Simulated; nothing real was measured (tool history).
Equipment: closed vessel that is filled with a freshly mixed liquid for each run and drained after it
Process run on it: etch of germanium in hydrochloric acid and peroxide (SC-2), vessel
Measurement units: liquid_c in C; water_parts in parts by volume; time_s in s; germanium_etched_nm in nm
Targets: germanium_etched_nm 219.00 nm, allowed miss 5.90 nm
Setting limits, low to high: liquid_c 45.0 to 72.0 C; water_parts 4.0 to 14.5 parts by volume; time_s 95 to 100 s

Run 1, hour 0.0: liquid_c 61.0 C, water_parts 8.0 parts by volume, time_s 95 s. Result: germanium_etched_nm 250.23 nm.
Run 2, hour 1.3: liquid_c 60.0 C, water_parts 8.0 parts by volume, time_s 95 s. Result: germanium_etched_nm 243.64 nm.
Run 3, hour 3.6: liquid_c 60.0 C, water_parts 8.0 parts by volume, time_s 95 s. Result: germanium_etched_nm 243.89 nm.
Run 4, hour 6.2: liquid_c 59.5 C, water_parts 8.0 parts by volume, time_s 95 s. Result: germanium_etched_nm 241.85 nm.
Run 5, hour 14.6: liquid_c 59.0 C, water_parts 8.0 parts by volume, time_s 95 s. Result: germanium_etched_nm 239.25 nm.
Run 6, hour 22.7: liquid_c 59.0 C, water_parts 8.0 parts by volume, time_s 100 s. Result: germanium_etched_nm 249.14 nm.
Run 7, hour 24.5: liquid_c 58.5 C, water_parts 8.0 parts by volume, time_s 100 s. Result: germanium_etched_nm 246.67 nm.
Run 8, hour 26.4: liquid_c 58.5 C, water_parts 8.0 parts by volume, time_s 100 s. Result: germanium_etched_nm 246.80 nm.
Run 9, hour 31.9: liquid_c 58.5 C, water_parts 8.0 parts by volume, time_s 100 s. Result: germanium_etched_nm 248.89 nm.
Run 10, hour 38.8: liquid_c 58.0 C, water_parts 8.0 parts by volume, time_s 100 s. Result: germanium_etched_nm 245.02 nm.
Run 11, hour 40.7: liquid_c 57.5 C, water_parts 8.0 parts by volume, time_s 100 s. Result: germanium_etched_nm 237.93 nm.

Below are 5 possible settings for the next run. Only one of them brings all results inside the allowed miss of their targets. Which is it?
Run A, hour 42.6: liquid_c 54.5 C, water_parts 14.5 parts by volume, time_s 100 s. Result: germanium_etched_nm ?.
Run B, hour 42.6: liquid_c 57.5 C, water_parts 5.0 parts by volume, time_s 95 s. Result: germanium_etched_nm ?.
Run C, hour 42.6: liquid_c 54.0 C, water_parts 6.5 parts by volume, time_s 100 s. Result: germanium_etched_nm ?.
Run D, hour 42.6: liquid_c 56.5 C, water_parts 9.0 parts by volume, time_s 100 s. Result: germanium_etched_nm ?.
Run E, hour 42.6: liquid_c 59.0 C, water_parts 8.0 parts by volume, time_s 100 s. Result: germanium_etched_nm ?.

move  germanium_etched_nm
   A               202.97
   B               231.42
   C               216.34
   D               228.36
   E               248.64
A: takes the result that was furthest off past its target
B: nearer the targets than the last run, but a result is still out of spec
C: every result within its allowed miss
D: nearer the targets than the last run, but a result is still out of spec
E: the biggest miss grows against the last run
C meets every target.

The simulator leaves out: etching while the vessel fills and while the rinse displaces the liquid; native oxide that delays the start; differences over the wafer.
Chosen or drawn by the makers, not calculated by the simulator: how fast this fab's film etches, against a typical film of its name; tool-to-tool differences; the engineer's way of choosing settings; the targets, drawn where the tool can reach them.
